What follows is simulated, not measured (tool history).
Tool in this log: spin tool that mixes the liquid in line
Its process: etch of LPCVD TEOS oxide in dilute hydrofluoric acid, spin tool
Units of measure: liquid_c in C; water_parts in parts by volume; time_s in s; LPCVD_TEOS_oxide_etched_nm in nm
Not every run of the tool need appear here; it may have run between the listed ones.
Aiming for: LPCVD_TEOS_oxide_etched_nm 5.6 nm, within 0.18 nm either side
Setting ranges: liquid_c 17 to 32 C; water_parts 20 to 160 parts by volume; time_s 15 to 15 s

run	day	liquid_c	water_parts	time_s	LPCVD_TEOS_oxide_etched_nm
1	0	24	90	15	7.2868
2	0.121	25.5	90	15	7.6841
3	0.346	25.5	90	15	7.5715
4	0.479	25.5	90	15	7.5983
5	0.733	23.5	90	15	6.9851
6	0.812	25	90	15	7.3625
7	1.179	23.5	90	15	6.983
8	1.217	22.5	90	15	6.7783
9	1.288	21.5	90	15	6.5745
10	1.558	20.5	90	15	6.1893

Which of these 4 next moves meets every target?
A	1.829	20	90	15	?
B	1.829	23	100	15	?
C	1.829	18	90	15	?
D	1.829	19	75	15	?

move	LPCVD_TEOS_oxide_etched_nm
A	6.1948
B	6.2256
C	5.699
D	7.2522
A: as far off as the last run
B: the biggest miss grows against the last run
C: every result within its allowed miss
D: the biggest miss grows against the last run
Go with C: it meets all targets.
